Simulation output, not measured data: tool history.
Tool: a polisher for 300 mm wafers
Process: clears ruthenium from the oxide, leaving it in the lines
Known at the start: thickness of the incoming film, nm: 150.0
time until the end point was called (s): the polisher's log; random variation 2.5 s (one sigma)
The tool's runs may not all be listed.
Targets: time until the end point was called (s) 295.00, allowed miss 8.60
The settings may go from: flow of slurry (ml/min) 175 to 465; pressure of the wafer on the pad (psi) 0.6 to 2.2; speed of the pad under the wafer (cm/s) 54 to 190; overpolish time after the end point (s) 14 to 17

run,hour,flow of slurry (ml/min),pressure of the wafer on the pad (psi),speed of the pad under the wafer (cm/s),overpolish time after the end point (s),time until the end point was called (s)
1,0.0,295,1.4,122,17,235.17
2,7.0,295,1.7,122,17,196.89
3,7.7,295,1.7,104,17,230.83
4,10.7,295,1.7,122,17,197.83
5,18.0,295,2.0,122,17,166.98
# hour 23.7: worn pad replaced by a new one
6,23.7,295,1.8,122,17,168.97
7,27.8,295,1.7,122,17,179.21
8,30.2,295,1.7,122,17,176.92

5 next moves are on the table. One of them brings every result within its allowed miss. Which?
A,32.6,210,1.5,86,14,?
B,32.6,255,1.4,72,15,?
C,32.6,335,1.9,158,15,?
D,32.6,200,1.6,56,14,?
E,32.6,220,1.5,92,14,?

move,time until the end point was called (s)
A,297.32
B,367.02
C,124.19
D,422.54
E,276.81
A: meets every target
B: takes the result that was furthest off past its target
C: further off than the last run
D: takes the result that was furthest off past its target
E: nearer than the last run, and not there yet
Answer: A
